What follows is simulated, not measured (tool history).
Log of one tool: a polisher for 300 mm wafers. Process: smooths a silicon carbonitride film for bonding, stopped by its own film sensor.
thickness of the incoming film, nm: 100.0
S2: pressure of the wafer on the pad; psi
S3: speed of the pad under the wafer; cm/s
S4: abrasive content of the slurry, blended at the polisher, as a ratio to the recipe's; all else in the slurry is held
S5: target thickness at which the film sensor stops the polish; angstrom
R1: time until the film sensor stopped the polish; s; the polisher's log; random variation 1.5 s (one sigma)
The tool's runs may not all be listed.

{"run": 1, "hour": 0.0, "flow of slurry (ml/min)": 125, "S2": 2.4, "S3": 114, "S4": 1.0, "S5": 710, "R1": 98.775}
{"run": 2, "hour": 2.4, "flow of slurry (ml/min)": 105, "S2": 2.4, "S3": 114, "S4": 1.0, "S5": 710, "R1": 100.85}
{"run": 3, "hour": 7.7, "flow of slurry (ml/min)": 105, "S2": 2.6, "S3": 116, "S4": 1.0, "S5": 710, "R1": 96.102}
{"run": 4, "hour": 12.6, "flow of slurry (ml/min)": 105, "S2": 2.8, "S3": 120, "S4": 1.0, "S5": 710, "R1": 88.183}
{"run": 5, "hour": 16.0, "flow of slurry (ml/min)": 105, "S2": 2.9, "S3": 122, "S4": 1.0, "S5": 710, "R1": 83.512}
{"run": 6, "hour": 23.7, "flow of slurry (ml/min)": 105, "S2": 2.9, "S3": 122, "S4": 0.9, "S5": 710, "R1": 89.088}
{"run": 7, "hour": 26.3, "flow of slurry (ml/min)": 105, "S2": 3.1, "S3": 124, "S4": 0.9, "S5": 710, "R1": 79.561}

Forecast run 8:
{"run": 8, "hour": 31.2, "flow of slurry (ml/min)": 105, "S2": 3.2, "S3": 124, "S4": 0.9, "S5": 710, "R1": "?"}

Run 8 gave R1 79.248 s.

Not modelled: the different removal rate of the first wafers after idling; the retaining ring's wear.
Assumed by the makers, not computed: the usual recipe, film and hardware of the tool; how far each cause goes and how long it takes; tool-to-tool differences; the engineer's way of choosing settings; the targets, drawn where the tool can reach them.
